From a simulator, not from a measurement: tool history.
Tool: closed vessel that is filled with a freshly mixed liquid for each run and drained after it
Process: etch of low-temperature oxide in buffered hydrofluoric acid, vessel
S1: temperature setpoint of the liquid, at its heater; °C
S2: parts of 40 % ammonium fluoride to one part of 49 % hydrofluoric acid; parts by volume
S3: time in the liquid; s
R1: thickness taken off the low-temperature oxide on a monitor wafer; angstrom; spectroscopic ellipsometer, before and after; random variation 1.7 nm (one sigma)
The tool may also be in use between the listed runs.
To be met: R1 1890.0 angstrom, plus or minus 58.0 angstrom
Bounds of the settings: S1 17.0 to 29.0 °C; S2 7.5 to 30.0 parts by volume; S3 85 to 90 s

run,hour,S1,S2,S3,R1
1,0.0,21.0,22.0,85,1605.0
2,8.5,21.0,16.0,85,2108.9
3,13.6,21.0,11.5,85,3005.7
4,18.1,20.5,12.5,85,2654.2
5,25.2,20.5,12.5,85,2640.7
6,28.2,20.5,12.5,85,2626.3
7,29.2,20.0,13.0,85,2459.2
8,30.3,19.5,13.0,85,2409.5
9,34.7,19.0,13.5,85,2258.1
10,35.7,19.0,13.5,85,2275.4
11,37.1,18.5,13.5,85,2229.8
12,40.0,18.0,14.0,85,2052.8
13,44.0,17.5,14.0,85,1981.4

Which single option among these 4 for the next run brings every result within its allowed miss of target? Just one does.
A,48.0,17.0,15.5,90,?
B,48.0,18.0,15.5,90,?
C,48.0,19.0,16.0,90,?
D,48.0,17.0,13.0,85,?

move,R1
A,1881.5
B,1991.8
C,2043.0
D,2112.4
A: in spec on every target
B: further off than the last run
C: further off than the last run
D: further off than the last run
Go with A: it meets all targets.
